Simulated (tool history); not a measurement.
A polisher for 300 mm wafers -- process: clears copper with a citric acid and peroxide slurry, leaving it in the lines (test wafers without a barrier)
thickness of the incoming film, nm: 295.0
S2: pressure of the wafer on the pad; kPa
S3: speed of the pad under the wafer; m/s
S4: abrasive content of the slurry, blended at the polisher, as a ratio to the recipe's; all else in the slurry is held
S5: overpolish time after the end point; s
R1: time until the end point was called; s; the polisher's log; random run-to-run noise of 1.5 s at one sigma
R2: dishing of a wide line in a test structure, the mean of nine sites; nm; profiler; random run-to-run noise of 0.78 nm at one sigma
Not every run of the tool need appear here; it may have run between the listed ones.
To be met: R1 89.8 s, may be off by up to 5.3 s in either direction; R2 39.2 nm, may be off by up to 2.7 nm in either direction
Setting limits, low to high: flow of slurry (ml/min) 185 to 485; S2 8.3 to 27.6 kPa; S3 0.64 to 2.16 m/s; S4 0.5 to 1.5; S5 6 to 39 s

run 1 day=0 | flow_of_slurry_(ml/min)=310 S2=17.9 S3=1.4 S4=1 S5=20 | R1=128.09 R2=25.692
run 2 day=0.188 | flow_of_slurry_(ml/min)=310 S2=18.6 S3=1.4 S4=1 S5=21 | R1=123.31 R2=28.137
run 3 day=0.217 | flow_of_slurry_(ml/min)=310 S2=19.3 S3=1.4 S4=1 S5=21 | R1=116.37 R2=28.414
run 4 day=0.333 | flow_of_slurry_(ml/min)=310 S2=19.3 S3=1.4 S4=1 S5=13 | R1=116.4 R2=20.227
run 5 day=0.375 | flow_of_slurry_(ml/min)=310 S2=20 S3=1.4 S4=1 S5=14 | R1=116.33 R2=22.249
run 6 day=0.696 | flow_of_slurry_(ml/min)=310 S2=20 S3=1.4 S4=1.2 S5=14 | R1=113.87 R2=21.849
run 7 day=0.808 | flow_of_slurry_(ml/min)=310 S2=20.7 S3=1.4 S4=1.2 S5=15 | R1=109.62 R2=24.076
run 8 day=1.054 | flow_of_slurry_(ml/min)=310 S2=21.4 S3=1.4 S4=1.2 S5=16 | R1=105.06 R2=25.733
run 9 day=1.379 | flow_of_slurry_(ml/min)=310 S2=22.1 S3=1.4 S4=1.2 S5=17 | R1=97.541 R2=27.23
run 10 day=1.433 | flow_of_slurry_(ml/min)=310 S2=22.1 S3=1.4 S4=1.2 S5=18 | R1=98.308 R2=27.755

Below are 5 possible settings for the next run. Only one of them brings all results inside the allowed miss of their targets. Which is it?
run A day=1.488 | flow_of_slurry_(ml/min)=370 S2=23.4 S3=1.46 S4=1.1 S5=8 | R1=? R2=?
run B day=1.488 | flow_of_slurry_(ml/min)=360 S2=24.1 S3=1.18 S4=1.25 S5=29 | R1=? R2=?
run C day=1.488 | flow_of_slurry_(ml/min)=405 S2=26.2 S3=1.08 S4=1.5 S5=21 | R1=? R2=?
run D day=1.488 | flow_of_slurry_(ml/min)=255 S2=24.8 S3=1.44 S4=1 S5=26 | R1=? R2=?
run E day=1.488 | flow_of_slurry_(ml/min)=365 S2=21.4 S3=1.3 S4=1.25 S5=25 | R1=? R2=?

move=A R1=93.539 R2=16.14
move=B R1=103.21 R2=37.712
move=C R1=96.569 R2=32.574
move=D R1=93.613 R2=37.505
move=E R1=108.45 R2=33.41
A: the biggest miss grows against the last run
B: meets the target for the result that was furthest off, but another lies outside its allowed miss
C: better than the last run, though not everything is in spec
D: all results land within tolerance of their targets
E: better than the last run, though not everything is in spec
Answer: D

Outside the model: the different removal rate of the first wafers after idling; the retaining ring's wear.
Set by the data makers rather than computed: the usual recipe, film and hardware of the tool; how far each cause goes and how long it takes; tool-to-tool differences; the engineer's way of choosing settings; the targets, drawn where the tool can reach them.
